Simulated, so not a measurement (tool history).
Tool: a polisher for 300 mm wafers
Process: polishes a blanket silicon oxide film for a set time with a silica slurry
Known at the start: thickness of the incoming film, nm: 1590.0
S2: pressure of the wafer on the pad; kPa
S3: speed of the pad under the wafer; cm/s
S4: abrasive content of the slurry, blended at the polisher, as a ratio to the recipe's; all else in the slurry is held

run 1 day=0 | flow_of_slurry_(ml/min)=160 S2=27.6 S3=100 S4=1 polishing_time_(s)=41 | film_removed_(angstrom)=1098.1
run 2 day=0.367 | flow_of_slurry_(ml/min)=170 S2=31.7 S3=100 S4=1 polishing_time_(s)=41 | film_removed_(angstrom)=1214.4
run 3 day=0.55 | flow_of_slurry_(ml/min)=170 S2=31.7 S3=100 S4=1.1 polishing_time_(s)=41 | film_removed_(angstrom)=1267.1
run 4 day=0.904 | flow_of_slurry_(ml/min)=170 S2=35.2 S3=102 S4=1.1 polishing_time_(s)=41 | film_removed_(angstrom)=1358.3
run 5 day=1.212 | flow_of_slurry_(ml/min)=180 S2=37.9 S3=106 S4=1.1 polishing_time_(s)=41 | film_removed_(angstrom)=1468.1
run 6 day=1.279 | flow_of_slurry_(ml/min)=180 S2=37.9 S3=126 S4=1.1 polishing_time_(s)=41 | film_removed_(angstrom)=1612.6
run 7 day=1.538 | flow_of_slurry_(ml/min)=180 S2=39.3 S3=126 S4=1.1 polishing_time_(s)=41 | film_removed_(angstrom)=1644.4
run 8 day=1.729 | flow_of_slurry_(ml/min)=180 S2=40.7 S3=126 S4=1.1 polishing_time_(s)=41 | film_removed_(angstrom)=1675.3

Forecast run 9:
run 9 day=1.971 | flow_of_slurry_(ml/min)=185 S2=41.4 S3=128 S4=1.1 polishing_time_(s)=41 | film_removed_(angstrom)=?

Run 9 gave film removed (angstrom) 1738.7.
